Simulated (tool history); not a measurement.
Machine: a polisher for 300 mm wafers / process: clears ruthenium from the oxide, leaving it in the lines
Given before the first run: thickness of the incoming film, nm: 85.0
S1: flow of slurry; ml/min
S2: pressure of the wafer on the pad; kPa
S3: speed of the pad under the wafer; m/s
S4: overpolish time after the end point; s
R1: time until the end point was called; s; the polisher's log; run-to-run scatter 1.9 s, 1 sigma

run  hour   S1    S2    S3  S4      R1
  1     0  155  11.7   0.8  10  121.94
  2     8  120  11.7   0.8  10  134.91
  3  13.8  115    11   0.8  10  141.41
  4  21.2  115  10.3   0.8  10  148.73
  5  30.2  135  10.3   0.8  10  145.13
  6  35.3  135  10.3  0.68  10  168.91

Predict the results of run 7:
  7  37.4  130  10.3  0.68  10   ?

Run 7 came out at R1 169.11 s.
